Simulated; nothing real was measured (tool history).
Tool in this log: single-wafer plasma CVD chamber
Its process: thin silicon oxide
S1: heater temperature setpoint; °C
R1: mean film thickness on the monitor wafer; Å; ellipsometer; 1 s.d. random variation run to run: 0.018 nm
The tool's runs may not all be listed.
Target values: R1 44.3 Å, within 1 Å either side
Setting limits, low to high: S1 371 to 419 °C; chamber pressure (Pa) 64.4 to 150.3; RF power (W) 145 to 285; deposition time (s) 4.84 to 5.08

run 1 day=0 | S1=395 chamber_pressure_(Pa)=107.3 RF_power_(W)=215 deposition_time_(s)=5.08 | R1=75.684
run 2 day=0.092 | S1=386 chamber_pressure_(Pa)=107.3 RF_power_(W)=215 deposition_time_(s)=5.08 | R1=76.844
run 3 day=0.388 | S1=386 chamber_pressure_(Pa)=100.9 RF_power_(W)=205 deposition_time_(s)=5.05 | R1=69.687
run 4 day=0.546 | S1=396 chamber_pressure_(Pa)=100.9 RF_power_(W)=205 deposition_time_(s)=5.05 | R1=69.537
run 5 day=0.675 | S1=405 chamber_pressure_(Pa)=100.9 RF_power_(W)=205 deposition_time_(s)=5.05 | R1=69.347
run 6 day=0.792 | S1=405 chamber_pressure_(Pa)=95.6 RF_power_(W)=200 deposition_time_(s)=5.03 | R1=64.272
run 7 day=0.983 | S1=405 chamber_pressure_(Pa)=91.1 RF_power_(W)=195 deposition_time_(s)=5.02 | R1=59.884
-- day=1.346 RF generator calibrated
run 8 day=1.346 | S1=405 chamber_pressure_(Pa)=87.2 RF_power_(W)=195 deposition_time_(s)=5.02 | R1=58.583
run 9 day=1.717 | S1=405 chamber_pressure_(Pa)=83.9 RF_power_(W)=190 deposition_time_(s)=5.01 | R1=55.175

Which of these 5 next moves meets every target?
run A day=2.088 | S1=401 chamber_pressure_(Pa)=68.8 RF_power_(W)=175 deposition_time_(s)=4.91 | R1=?
run B day=2.088 | S1=399 chamber_pressure_(Pa)=92.5 RF_power_(W)=250 deposition_time_(s)=5.08 | R1=?
run C day=2.088 | S1=405 chamber_pressure_(Pa)=106.9 RF_power_(W)=205 deposition_time_(s)=5.08 | R1=?
run D day=2.088 | S1=407 chamber_pressure_(Pa)=67.2 RF_power_(W)=185 deposition_time_(s)=4.89 | R1=?
run E day=2.088 | S1=416 chamber_pressure_(Pa)=77.6 RF_power_(W)=160 deposition_time_(s)=4.9 | R1=?

move=A R1=41.699
move=B R1=72.72
move=C R1=76.138
move=D R1=41.493
move=E R1=45.041
A: pushes the last run's worst result past its target
B: further off than the last run
C: further off than the last run
D: pushes the last run's worst result past its target
E: all results land within tolerance of their targets
The right move is E.
